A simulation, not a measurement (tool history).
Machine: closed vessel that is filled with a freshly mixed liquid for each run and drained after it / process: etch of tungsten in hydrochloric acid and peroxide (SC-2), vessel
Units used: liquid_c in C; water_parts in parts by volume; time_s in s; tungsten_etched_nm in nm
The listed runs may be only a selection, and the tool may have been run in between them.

{"run": 1, "hour": 0.0, "liquid_c": 54, "water_parts": 5, "time_s": 100, "tungsten_etched_nm": 42.696}
{"run": 2, "hour": 4.4, "liquid_c": 54, "water_parts": 4, "time_s": 100, "tungsten_etched_nm": 49.428}
{"run": 3, "hour": 8.2, "liquid_c": 53.5, "water_parts": 4, "time_s": 100, "tungsten_etched_nm": 48.259}
{"run": 4, "hour": 12.7, "liquid_c": 53.5, "water_parts": 4, "time_s": 100, "tungsten_etched_nm": 48.308}
{"run": 5, "hour": 13.7, "liquid_c": 53, "water_parts": 4, "time_s": 100, "tungsten_etched_nm": 46.997}
{"run": 6, "hour": 18.3, "liquid_c": 52.5, "water_parts": 4, "time_s": 100, "tungsten_etched_nm": 45.184}

What will run 7 give?
{"run": 7, "hour": 22.2, "liquid_c": 52, "water_parts": 4, "time_s": 100, "tungsten_etched_nm": "?"}

{"run 7": {"tungsten_etched_nm": 43.867}}
